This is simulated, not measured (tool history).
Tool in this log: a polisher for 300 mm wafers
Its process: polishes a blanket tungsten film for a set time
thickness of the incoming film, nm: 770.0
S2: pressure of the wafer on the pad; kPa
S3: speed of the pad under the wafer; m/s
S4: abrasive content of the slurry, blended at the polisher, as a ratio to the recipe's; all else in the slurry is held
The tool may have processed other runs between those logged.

{"run": 1, "hour": 0.0, "flow of slurry (ml/min)": 235, "S2": 23.4, "S3": 1.02, "S4": 1, "polishing time (s)": 78, "film removed (Å)": 3934}
{"run": 2, "hour": 4.0, "flow of slurry (ml/min)": 235, "S2": 22.1, "S3": 1.02, "S4": 1, "polishing time (s)": 78, "film removed (Å)": 3638.2}
{"run": 3, "hour": 7.0, "flow of slurry (ml/min)": 235, "S2": 21.4, "S3": 1.02, "S4": 1, "polishing time (s)": 78, "film removed (Å)": 3587.6}
{"run": 4, "hour": 9.1, "flow of slurry (ml/min)": 235, "S2": 21.4, "S3": 1.16, "S4": 1, "polishing time (s)": 78, "film removed (Å)": 4030.6}
{"run": 5, "hour": 17.2, "flow of slurry (ml/min)": 235, "S2": 21.4, "S3": 1.16, "S4": 1, "polishing time (s)": 82, "film removed (Å)": 4244.3}
{"run": 6, "hour": 24.3, "flow of slurry (ml/min)": 235, "S2": 21.4, "S3": 1.16, "S4": 1, "polishing time (s)": 82, "film removed (Å)": 4254.5}

What will run 7 give?
{"run": 7, "hour": 26.6, "flow of slurry (ml/min)": 235, "S2": 20, "S3": 1.16, "S4": 1, "polishing time (s)": 82, "film removed (Å)": "?"}

Run 7 produced film removed (Å) 3985.1.
